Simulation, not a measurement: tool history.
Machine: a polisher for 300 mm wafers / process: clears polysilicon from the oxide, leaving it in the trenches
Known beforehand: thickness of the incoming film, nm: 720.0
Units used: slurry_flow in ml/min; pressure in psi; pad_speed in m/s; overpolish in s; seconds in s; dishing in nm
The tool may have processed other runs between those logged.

run	hour	slurry_flow	pressure	pad_speed	overpolish	seconds	dishing
1	0	230	1.7	0.9	12	93.158	43.905
2	8.3	230	2	0.9	12	78.908	47.124
3	9.4	230	2	0.9	9	79.951	42.718
4	10.2	230	2	0.9	12	81.864	47.413
5	19.3	230	2	0.9	15	77.988	48.24
6	25.3	230	2.2	0.86	12	76.839	47.557

Estimate the outcome of run 7 from the log above:
7	32.6	215	2.1	0.94	10	?	?

seconds: 72.996 s
dishing: 45.147 nm

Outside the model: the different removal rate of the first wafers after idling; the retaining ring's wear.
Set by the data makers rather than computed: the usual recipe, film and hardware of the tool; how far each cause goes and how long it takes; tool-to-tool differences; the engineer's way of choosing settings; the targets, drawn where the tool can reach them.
